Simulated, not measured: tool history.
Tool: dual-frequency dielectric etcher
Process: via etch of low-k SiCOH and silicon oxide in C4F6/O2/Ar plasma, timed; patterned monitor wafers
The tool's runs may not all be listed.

run	hour	source power (kW)	bias power (kW)	etch time (s)	mean etch depth across the wafer (nm)
1	0.0	0.250	0.248	38.5	89.092
2	3.7	0.230	0.240	38.5	84.730
3	8.5	0.220	0.236	38.5	82.705
4	15.0	0.210	0.233	38.5	80.576
5	16.6	0.230	0.233	38.5	83.871
6	20.0	0.250	0.233	38.5	87.125
7	26.4	0.230	0.229	38.5	83.527
8	31.3	0.220	0.226	38.5	81.417
9	40.1	0.210	0.224	38.5	79.421
10	48.3	0.200	0.223	38.5	77.441
11	53.4	0.200	0.222	38.5	77.336
12	57.3	0.200	0.221	38.5	77.071
13	65.2	0.200	0.221	38.5	77.324
14	71.1	0.180	0.216	38.5	72.944

Run 15 comes next. What will it give?
15	79.8	0.180	0.216	38.5	?

mean etch depth across the wafer (nm): 73.080
